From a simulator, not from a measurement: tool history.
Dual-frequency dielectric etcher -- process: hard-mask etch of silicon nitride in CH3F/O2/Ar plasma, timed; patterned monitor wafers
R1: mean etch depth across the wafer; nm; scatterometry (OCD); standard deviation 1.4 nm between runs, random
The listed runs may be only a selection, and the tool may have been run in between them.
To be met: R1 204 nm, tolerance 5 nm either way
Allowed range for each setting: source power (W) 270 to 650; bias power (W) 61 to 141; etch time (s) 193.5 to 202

run 1 hour=0 | source_power_(W)=460 bias_power_(W)=101 etch_time_(s)=193.5 | R1=169.37
run 2 hour=0.9 | source_power_(W)=460 bias_power_(W)=116 etch_time_(s)=193.5 | R1=177.08
run 3 hour=3.5 | source_power_(W)=500 bias_power_(W)=119 etch_time_(s)=194 | R1=188.38
run 4 hour=5.1 | source_power_(W)=500 bias_power_(W)=119 etch_time_(s)=202 | R1=198.17
run 5 hour=9 | source_power_(W)=460 bias_power_(W)=119 etch_time_(s)=202 | R1=188.21
run 6 hour=14.1 | source_power_(W)=460 bias_power_(W)=105 etch_time_(s)=202 | R1=178.66
run 7 hour=19.2 | source_power_(W)=500 bias_power_(W)=107 etch_time_(s)=202 | R1=189.96
run 8 hour=25.9 | source_power_(W)=500 bias_power_(W)=107 etch_time_(s)=202 | R1=188.03
run 9 hour=34.7 | source_power_(W)=520 bias_power_(W)=108 etch_time_(s)=202 | R1=194.19
run 10 hour=42.2 | source_power_(W)=530 bias_power_(W)=109 etch_time_(s)=202 | R1=194.47

4 next moves are on the table. One of them brings every result within its allowed miss. Which?
run A hour=49.7 | source_power_(W)=480 bias_power_(W)=119 etch_time_(s)=193.5 | R1=?
run B hour=49.7 | source_power_(W)=510 bias_power_(W)=122 etch_time_(s)=196.5 | R1=?
run C hour=49.7 | source_power_(W)=530 bias_power_(W)=123 etch_time_(s)=200.5 | R1=?
run D hour=49.7 | source_power_(W)=470 bias_power_(W)=104 etch_time_(s)=196 | R1=?

move=A R1=184.73
move=B R1=195.29
move=C R1=203.83
move=D R1=177.21
A: moves away from the targets compared with the last run
B: closes in on the targets versus the last run, not all within tolerance yet
C: hits every target within its allowed miss
D: moves away from the targets compared with the last run
The move that meets every target is C.
